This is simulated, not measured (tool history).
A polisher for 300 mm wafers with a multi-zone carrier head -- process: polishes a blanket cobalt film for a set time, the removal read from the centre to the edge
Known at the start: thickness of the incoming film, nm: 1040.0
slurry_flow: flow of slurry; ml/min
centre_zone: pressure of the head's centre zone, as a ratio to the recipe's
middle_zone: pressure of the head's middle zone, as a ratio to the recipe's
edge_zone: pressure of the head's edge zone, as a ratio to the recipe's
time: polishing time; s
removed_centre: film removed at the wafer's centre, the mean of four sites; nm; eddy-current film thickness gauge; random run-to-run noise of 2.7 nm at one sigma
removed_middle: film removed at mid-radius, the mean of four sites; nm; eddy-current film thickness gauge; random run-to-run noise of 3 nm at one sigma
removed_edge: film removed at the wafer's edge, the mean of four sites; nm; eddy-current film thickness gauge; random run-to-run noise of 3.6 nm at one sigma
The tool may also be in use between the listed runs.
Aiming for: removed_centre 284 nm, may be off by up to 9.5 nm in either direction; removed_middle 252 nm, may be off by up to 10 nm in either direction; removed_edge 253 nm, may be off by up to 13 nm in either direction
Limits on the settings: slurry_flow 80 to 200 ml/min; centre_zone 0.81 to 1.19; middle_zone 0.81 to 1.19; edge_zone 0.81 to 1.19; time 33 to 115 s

run 1 hour=0 | slurry_flow=130 centre_zone=1 middle_zone=1 edge_zone=1 time=73 | removed_centre=205.72 removed_middle=202.29 removed_edge=208.53
run 2 hour=8.7 | slurry_flow=135 centre_zone=1.02 middle_zone=1.01 edge_zone=1.01 time=74 | removed_centre=215.38 removed_middle=210.71 removed_edge=207.75
run 3 hour=11.8 | slurry_flow=135 centre_zone=1.03 middle_zone=1 edge_zone=1.02 time=76 | removed_centre=222.5 removed_middle=214.17 removed_edge=217
run 4 hour=18.5 | slurry_flow=140 centre_zone=1.04 middle_zone=1 edge_zone=1.03 time=77 | removed_centre=233.19 removed_middle=216.5 removed_edge=223.29
run 5 hour=27.1 | slurry_flow=140 centre_zone=1.04 middle_zone=1.03 edge_zone=1.03 time=77 | removed_centre=234.5 removed_middle=223.36 removed_edge=224.59
run 6 hour=29.1 | slurry_flow=145 centre_zone=1.05 middle_zone=1.03 edge_zone=1.04 time=77 | removed_centre=237.03 removed_middle=223.98 removed_edge=226.7
run 7 hour=36.6 | slurry_flow=150 centre_zone=1.06 middle_zone=1.04 edge_zone=1.05 time=77 | removed_centre=244.62 removed_middle=230.93 removed_edge=220.12
run 8 hour=39.1 | slurry_flow=150 centre_zone=1.06 middle_zone=1.04 edge_zone=1.05 time=78 | removed_centre=242.52 removed_middle=229.34 removed_edge=231.83
run 9 hour=47.2 | slurry_flow=155 centre_zone=1.07 middle_zone=1.04 edge_zone=1.05 time=78 | removed_centre=252.69 removed_middle=234.36 removed_edge=229.28
run 10 hour=48.8 | slurry_flow=160 centre_zone=1.07 middle_zone=1.04 edge_zone=1.06 time=78 | removed_centre=249.73 removed_middle=233.42 removed_edge=231.15
-- hour=56.3 worn pad replaced by a new one
run 11 hour=56.3 | slurry_flow=160 centre_zone=1.08 middle_zone=1.04 edge_zone=1.07 time=78 | removed_centre=287.2 removed_middle=266.67 removed_edge=266.27
run 12 hour=57.2 | slurry_flow=155 centre_zone=1.1 middle_zone=1.03 edge_zone=1.06 time=78 | removed_centre=284.94 removed_middle=263.42 removed_edge=263.16

Which of these 4 next moves meets every target?
run A hour=58.1 | slurry_flow=195 centre_zone=1.19 middle_zone=0.99 edge_zone=1.01 time=74 | removed_centre=? removed_middle=? removed_edge=?
run B hour=58.1 | slurry_flow=175 centre_zone=1.14 middle_zone=0.94 edge_zone=1.1 time=72 | removed_centre=? removed_middle=? removed_edge=?
run C hour=58.1 | slurry_flow=140 centre_zone=1.13 middle_zone=1.09 edge_zone=1.12 time=81 | removed_centre=? removed_middle=? removed_edge=?
run D hour=58.1 | slurry_flow=190 centre_zone=1.11 middle_zone=1.02 edge_zone=1.04 time=73 | removed_centre=? removed_middle=? removed_edge=?

move=A removed_centre=309.88 removed_middle=256.89 removed_edge=254.4
move=B removed_centre=283.05 removed_middle=236.54 removed_edge=254.89
move=C removed_centre=300.74 removed_middle=284.01 removed_edge=279.82
move=D removed_centre=283.78 removed_middle=258.08 removed_edge=253.68
A: the furthest-off result lands on target, but another misses its tolerance
B: carries the result that was furthest off beyond its target, to the other side
C: misses by more than the last run did
D: all results land within tolerance of their targets
D is the move that brings every result within its allowed miss.

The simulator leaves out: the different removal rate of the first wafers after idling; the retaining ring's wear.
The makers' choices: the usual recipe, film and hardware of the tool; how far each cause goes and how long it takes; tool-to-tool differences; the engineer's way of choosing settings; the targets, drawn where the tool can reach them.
